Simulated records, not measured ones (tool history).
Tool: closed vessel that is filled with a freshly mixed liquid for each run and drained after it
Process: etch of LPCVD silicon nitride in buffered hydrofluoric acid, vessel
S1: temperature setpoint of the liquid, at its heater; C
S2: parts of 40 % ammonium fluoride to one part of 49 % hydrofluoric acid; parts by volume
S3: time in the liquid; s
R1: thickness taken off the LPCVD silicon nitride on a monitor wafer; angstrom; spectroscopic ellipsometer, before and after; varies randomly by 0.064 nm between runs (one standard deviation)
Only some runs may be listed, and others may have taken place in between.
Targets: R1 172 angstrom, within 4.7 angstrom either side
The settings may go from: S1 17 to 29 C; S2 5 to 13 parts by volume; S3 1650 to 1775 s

Run 1, hour 0: S1 21 C, S2 8 parts by volume, S3 1650 s. Result: R1 234.05 angstrom.
Run 2, hour 9.3: S1 20 C, S2 8 parts by volume, S3 1650 s. Result: R1 220.09 angstrom.
Run 3, hour 10.9: S1 19 C, S2 8 parts by volume, S3 1650 s. Result: R1 209.41 angstrom.
Run 4, hour 15.8: S1 19 C, S2 8 parts by volume, S3 1775 s. Result: R1 224.39 angstrom.
Run 5, hour 20.5: S1 19 C, S2 8 parts by volume, S3 1650 s. Result: R1 208.82 angstrom.
Run 6, hour 25.7: S1 18.5 C, S2 8 parts by volume, S3 1650 s. Result: R1 203.24 angstrom.
Run 7, hour 27.9: S1 18 C, S2 8 parts by volume, S3 1650 s. Result: R1 196.85 angstrom.
Run 8, hour 32.6: S1 17.5 C, S2 8 parts by volume, S3 1650 s. Result: R1 189.76 angstrom.

Which one of the following 4 next-run settings gets every result inside its allowed miss? There is exactly one.
Run A, hour 37.3: S1 17 C, S2 8 parts by volume, S3 1650 s. Result: R1 ?.
Run B, hour 37.3: S1 18.5 C, S2 9 parts by volume, S3 1675 s. Result: R1 ?.
Run C, hour 37.3: S1 17 C, S2 8 parts by volume, S3 1660 s. Result: R1 ?.
Run D, hour 37.3: S1 18 C, S2 9 parts by volume, S3 1650 s. Result: R1 ?.

move      R1
   A  187.06
   B  181.96
   C   188.2
   D  174.24
A: better than the last run, though not everything is in spec
B: better than the last run, though not everything is in spec
C: better than the last run, though not everything is in spec
D: all results in spec
Answer: D
